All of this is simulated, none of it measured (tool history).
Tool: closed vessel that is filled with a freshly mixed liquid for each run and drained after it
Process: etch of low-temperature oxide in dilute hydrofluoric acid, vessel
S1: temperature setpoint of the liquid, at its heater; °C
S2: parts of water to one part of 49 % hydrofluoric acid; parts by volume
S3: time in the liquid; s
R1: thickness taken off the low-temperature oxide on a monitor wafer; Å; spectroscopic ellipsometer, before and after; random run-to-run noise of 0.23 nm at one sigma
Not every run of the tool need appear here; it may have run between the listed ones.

{"run": 1, "hour": 0.0, "S1": 23, "S2": 155, "S3": 140, "R1": 90.277}
{"run": 2, "hour": 5.1, "S1": 24.5, "S2": 140, "S3": 140, "R1": 107.41}
{"run": 3, "hour": 12.6, "S1": 24.5, "S2": 140, "S3": 140, "R1": 107.49}
{"run": 4, "hour": 21.0, "S1": 24.5, "S2": 140, "S3": 110, "R1": 82.199}
{"run": 5, "hour": 26.0, "S1": 25.5, "S2": 120, "S3": 115, "R1": 107.44}
{"run": 6, "hour": 28.3, "S1": 26.5, "S2": 105, "S3": 115, "R1": 130.33}
{"run": 7, "hour": 36.0, "S1": 27, "S2": 95, "S3": 115, "R1": 151.1}
{"run": 8, "hour": 42.9, "S1": 27.5, "S2": 90, "S3": 115, "R1": 164.2}
{"run": 9, "hour": 47.1, "S1": 28, "S2": 85, "S3": 115, "R1": 178.1}

Run 10 comes next. What will it give?
{"run": 10, "hour": 48.7, "S1": 28.5, "S2": 80, "S3": 115, "R1": "?"}

{"run 10": {"R1": 191.37}}
